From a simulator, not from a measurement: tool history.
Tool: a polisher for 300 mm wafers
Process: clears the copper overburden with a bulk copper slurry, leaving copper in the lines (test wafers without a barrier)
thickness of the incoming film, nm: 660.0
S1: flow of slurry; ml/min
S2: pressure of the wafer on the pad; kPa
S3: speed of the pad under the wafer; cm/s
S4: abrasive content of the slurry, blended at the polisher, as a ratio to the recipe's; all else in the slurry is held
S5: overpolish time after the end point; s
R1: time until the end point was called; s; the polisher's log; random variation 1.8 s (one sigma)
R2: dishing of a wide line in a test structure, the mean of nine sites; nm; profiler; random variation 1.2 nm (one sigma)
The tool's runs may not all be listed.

run	hour	S1	S2	S3	S4	S5	R1	R2
1	0.0	155	19.3	92	1.0	19	74.648	81.469
2	1.8	155	17.9	92	1.0	20	80.690	80.579
3	3.3	115	17.9	92	1.0	20	84.305	81.534
4	7.7	115	20.0	92	1.0	20	77.245	84.271
5	16.2	115	20.0	114	1.0	20	60.567	98.409
6	24.7	115	24.8	114	1.0	20	50.090	113.610
7	25.3	115	22.8	110	1.0	21	55.421	107.070
8	28.9	115	21.4	106	1.0	21	61.414	98.772
9	34.4	115	20.0	102	1.0	22	69.321	93.990
10	40.7	115	18.6	100	1.0	23	75.502	93.704
11	42.2	115	17.2	98	1.0	23	82.960	84.910
# hour 46.7: worn pad replaced by a new one
12	46.7	115	16.5	98	1.0	24	78.806	92.383
13	51.9	115	15.9	96	1.0	24	81.830	86.319
14	55.1	115	15.2	92	1.0	25	91.531	87.009
15	60.5	115	14.5	90	1.0	25	97.002	81.706

Forecast run 16:
16	69.1	115	13.8	90	1.0	25	?	?

R1: 102.360 s
R2: 76.110 nm
